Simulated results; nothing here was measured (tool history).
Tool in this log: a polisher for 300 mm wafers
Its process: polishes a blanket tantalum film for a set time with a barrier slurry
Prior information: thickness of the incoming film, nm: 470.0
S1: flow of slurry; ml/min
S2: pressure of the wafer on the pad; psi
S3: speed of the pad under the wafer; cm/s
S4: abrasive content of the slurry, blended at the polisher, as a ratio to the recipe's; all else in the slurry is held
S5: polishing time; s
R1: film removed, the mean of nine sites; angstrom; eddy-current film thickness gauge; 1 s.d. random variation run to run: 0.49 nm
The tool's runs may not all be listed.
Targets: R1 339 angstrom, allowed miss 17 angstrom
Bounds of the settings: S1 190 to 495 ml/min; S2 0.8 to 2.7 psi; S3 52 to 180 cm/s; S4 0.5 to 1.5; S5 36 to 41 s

run  hour   S1   S2   S3   S4  S5      R1
  1     0  320  1.7  116    1  41  610.29
  2   1.4  320  1.4  112    1  41  500.83
  3   5.8  320  1.4  112  0.9  41  508.27
  4   8.8  320  1.7  112  0.9  41  583.07
  5  12.1  320  1.9  112  0.9  41   638.3
  6  20.7  320  1.6  106  0.9  41  522.55
  7  28.9  320  1.4  104  0.9  41  466.69
  8    33  320  1.2  102  0.9  41   406.5
  9  35.3  320  1.1  102  0.9  41  392.03
 10  43.6  320    1  102  0.9  41  358.08

Which single option among these 4 for the next run brings every result within its allowed miss of target? Just one does.
  A  51.9  335  0.9  106     1  39   ?
  B  51.9  290  1.2  110  0.95  36   ?
  C  51.9  300  1.1  102   0.9  41   ?
  D  51.9  240  0.9  138   0.9  36   ?

move      R1
   A  355.18
   B  400.19
   C  396.75
   D  406.39
A: all results land within tolerance of their targets
B: the biggest miss grows against the last run
C: the biggest miss grows against the last run
D: the biggest miss grows against the last run
The right move is A.
